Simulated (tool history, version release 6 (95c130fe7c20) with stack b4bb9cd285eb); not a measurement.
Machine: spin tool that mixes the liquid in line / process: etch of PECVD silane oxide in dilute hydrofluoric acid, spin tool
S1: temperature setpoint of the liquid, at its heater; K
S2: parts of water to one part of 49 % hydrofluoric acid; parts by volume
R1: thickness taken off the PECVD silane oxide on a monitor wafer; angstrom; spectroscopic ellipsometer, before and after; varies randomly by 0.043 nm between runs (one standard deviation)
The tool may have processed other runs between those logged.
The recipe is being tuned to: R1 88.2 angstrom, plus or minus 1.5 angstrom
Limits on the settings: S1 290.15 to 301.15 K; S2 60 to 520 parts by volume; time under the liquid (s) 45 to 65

Run 1, hour 0: S1 293.15 K, S2 290 parts by volume, time under the liquid (s) 65. Result: R1 74.692 angstrom.
Run 2, hour 5.1: S1 293.65 K, S2 290 parts by volume, time under the liquid (s) 65. Result: R1 77.069 angstrom.
Run 3, hour 14.1: S1 293.65 K, S2 380 parts by volume, time under the liquid (s) 65. Result: R1 53.987 angstrom.
Run 4, hour 20.1: S1 291.15 K, S2 380 parts by volume, time under the liquid (s) 65. Result: R1 49.324 angstrom.
Run 5, hour 23.7: S1 290.15 K, S2 380 parts by volume, time under the liquid (s) 65. Result: R1 47.163 angstrom.
Run 6, hour 32.1: S1 291.65 K, S2 370 parts by volume, time under the liquid (s) 65. Result: R1 52.292 angstrom.
Run 7, hour 39.2: S1 293.15 K, S2 365 parts by volume, time under the liquid (s) 65. Result: R1 55.436 angstrom.
Run 8, hour 47: S1 294.15 K, S2 355 parts by volume, time under the liquid (s) 65. Result: R1 59.678 angstrom.

4 candidate next runs follow, results not yet known. Just one meets every target within its allowed miss. Identify it.
Run A, hour 54.8: S1 293.15 K, S2 255 parts by volume, time under the liquid (s) 65. Result: R1 ?.
Run B, hour 54.8: S1 293.65 K, S2 215 parts by volume, time under the liquid (s) 65. Result: R1 ?.
Run C, hour 54.8: S1 294.15 K, S2 275 parts by volume, time under the liquid (s) 65. Result: R1 ?.
Run D, hour 54.8: S1 293.65 K, S2 250 parts by volume, time under the liquid (s) 65. Result: R1 ?.

move      R1
   A  88.582
   B  111.22
   C  83.663
   D  92.489
A: every result lands within tolerance
B: moves the result that the last run missed by most past its target, out the other side
C: nearer the targets than the last run, but a result is still out of spec
D: moves the result that the last run missed by most past its target, out the other side
Go with A: it meets all targets.
